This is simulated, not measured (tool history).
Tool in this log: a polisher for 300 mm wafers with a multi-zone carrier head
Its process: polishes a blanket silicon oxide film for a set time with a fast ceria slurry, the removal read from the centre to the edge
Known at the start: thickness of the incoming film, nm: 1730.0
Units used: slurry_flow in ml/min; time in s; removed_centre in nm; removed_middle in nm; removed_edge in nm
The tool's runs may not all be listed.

| run | hour | slurry_flow | centre_zone | middle_zone | edge_zone | time | removed_centre | removed_middle | removed_edge |
|---|---|---|---|---|---|---|---|---|---|
| 1 | 0.0 | 140 | 1.00 | 1.00 | 1.00 | 34 | 641.18 | 637.64 | 620.65 |
| 2 | 6.3 | 140 | 1.00 | 1.00 | 0.95 | 34 | 629.30 | 638.94 | 610.98 |
| 3 | 10.4 | 140 | 1.05 | 1.00 | 0.95 | 34 | 673.33 | 634.81 | 610.25 |
| 4 | 16.3 | 135 | 1.06 | 1.00 | 0.92 | 31 | 620.04 | 575.52 | 554.98 |
| 5 | 22.1 | 135 | 1.06 | 1.01 | 0.90 | 28 | 548.16 | 521.45 | 496.96 |
| 6 | 29.9 | 135 | 1.06 | 1.04 | 0.90 | 28 | 557.20 | 542.07 | 495.81 |
| 7 | 38.9 | 135 | 1.07 | 1.03 | 0.88 | 26 | 515.41 | 496.04 | 460.28 |

Estimate the outcome of run 8 from the log above:
| 8 | 41.3 | 130 | 1.08 | 1.03 | 0.86 | 25 | ? | ? | ? |

{"run 8": {"removed_centre": 502.49, "removed_middle": 469.12, "removed_edge": 439.47}}
